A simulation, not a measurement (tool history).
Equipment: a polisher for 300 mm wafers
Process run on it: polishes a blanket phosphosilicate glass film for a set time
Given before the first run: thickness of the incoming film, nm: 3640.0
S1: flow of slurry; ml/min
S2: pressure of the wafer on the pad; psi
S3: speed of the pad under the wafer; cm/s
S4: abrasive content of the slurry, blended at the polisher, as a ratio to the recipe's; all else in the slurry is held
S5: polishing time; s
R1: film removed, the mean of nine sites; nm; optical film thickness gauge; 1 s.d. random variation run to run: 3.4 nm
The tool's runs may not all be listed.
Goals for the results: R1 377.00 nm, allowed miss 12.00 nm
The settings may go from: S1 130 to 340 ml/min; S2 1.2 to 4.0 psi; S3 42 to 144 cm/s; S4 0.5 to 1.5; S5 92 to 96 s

run  hour   S1   S2  S3   S4  S5      R1
  1   0.0  220  2.6  92  1.0  92  509.09
  2   6.3  175  2.6  92  1.0  92  487.31
  3  10.7  175  2.6  92  1.1  92  513.55
  4  19.1  175  2.6  92  1.1  96  526.31
  5  22.1  130  2.6  92  1.1  96  500.37
  6  22.9  130  2.4  92  1.1  96  475.94
  7  28.0  130  2.2  92  1.1  96  444.05
  8  36.5  130  2.2  92  1.1  96  438.97

Consider the 5 candidate settings below. Which is the only one whose results all fall within their allowed miss of target?
  A  45.0  165  1.6  100  1.2  96   ?
  B  45.0  190  1.4   86  1.4  96   ?
  C  45.0  135  2.6  106  1.0  96   ?
  D  45.0  150  2.4  118  0.8  96   ?
  E  45.0  145  2.1   82  1.1  96   ?

move      R1
   A  415.45
   B  370.15
   C  535.07
   D  500.38
   E  397.80
A: better than the last run, though not everything is in spec
B: all results land within tolerance of their targets
C: further off than the last run
D: further off than the last run
E: better than the last run, though not everything is in spec
The right move is B.
